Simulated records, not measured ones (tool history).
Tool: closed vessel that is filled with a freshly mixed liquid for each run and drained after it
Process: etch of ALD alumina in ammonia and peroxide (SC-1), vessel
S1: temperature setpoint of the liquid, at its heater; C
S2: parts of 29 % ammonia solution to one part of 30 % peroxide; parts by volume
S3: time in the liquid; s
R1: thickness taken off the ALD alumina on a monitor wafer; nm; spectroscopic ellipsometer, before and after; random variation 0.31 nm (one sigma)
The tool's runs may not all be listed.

Run 1, day 0: S1 53 C, S2 0.4 parts by volume, S3 410 s. Result: R1 21.686 nm.
Run 2, day 0.104: S1 56.5 C, S2 0.4 parts by volume, S3 410 s. Result: R1 25.997 nm.
Run 3, day 0.483: S1 53 C, S2 0.4 parts by volume, S3 410 s. Result: R1 21.436 nm.
Run 4, day 0.792: S1 53 C, S2 0.3 parts by volume, S3 410 s. Result: R1 20.822 nm.
Run 5, day 0.904: S1 57.5 C, S2 0.3 parts by volume, S3 410 s. Result: R1 26.678 nm.
Run 6, day 1.192: S1 54.5 C, S2 0.3 parts by volume, S3 410 s. Result: R1 22.854 nm.
Run 7, day 1.588: S1 57.5 C, S2 0.3 parts by volume, S3 410 s. Result: R1 26.509 nm.
Run 8, day 1.754: S1 60 C, S2 0.3 parts by volume, S3 410 s. Result: R1 30.4 nm.
Run 9, day 1.933: S1 61.5 C, S2 0.3 parts by volume, S3 410 s. Result: R1 32.807 nm.
Run 10, day 2.179: S1 63 C, S2 0.3 parts by volume, S3 410 s. Result: R1 35.172 nm.

Forecast run 11:
Run 11, day 2.567: S1 64 C, S2 0.3 parts by volume, S3 410 s. Result: R1 ?.

R1: 37.04 nm
